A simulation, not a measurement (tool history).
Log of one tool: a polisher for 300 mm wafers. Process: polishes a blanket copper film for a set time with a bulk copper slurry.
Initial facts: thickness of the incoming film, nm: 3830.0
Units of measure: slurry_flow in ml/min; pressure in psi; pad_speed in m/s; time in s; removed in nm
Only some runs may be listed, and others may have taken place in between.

{"run": 1, "hour": 0.0, "slurry_flow": 180, "pressure": 2.4, "pad_speed": 1.32, "slurry_solids": 1.0, "time": 64, "removed": 772.08}
{"run": 2, "hour": 5.7, "slurry_flow": 185, "pressure": 2.5, "pad_speed": 1.32, "slurry_solids": 1.0, "time": 64, "removed": 794.66}
{"run": 3, "hour": 12.7, "slurry_flow": 185, "pressure": 2.6, "pad_speed": 1.32, "slurry_solids": 1.0, "time": 64, "removed": 818.66}
{"run": 4, "hour": 13.3, "slurry_flow": 185, "pressure": 2.6, "pad_speed": 1.02, "slurry_solids": 1.0, "time": 64, "removed": 651.66}
{"run": 5, "hour": 19.2, "slurry_flow": 185, "pressure": 2.8, "pad_speed": 1.04, "slurry_solids": 1.0, "time": 64, "removed": 721.01}
{"run": 6, "hour": 24.4, "slurry_flow": 185, "pressure": 2.9, "pad_speed": 1.06, "slurry_solids": 1.0, "time": 64, "removed": 757.69}

Run 7 comes next. What will it give?
{"run": 7, "hour": 26.8, "slurry_flow": 185, "pressure": 3.0, "pad_speed": 1.08, "slurry_solids": 1.0, "time": 64, "removed": "?"}

Run 7 came out at removed 779.17 nm.
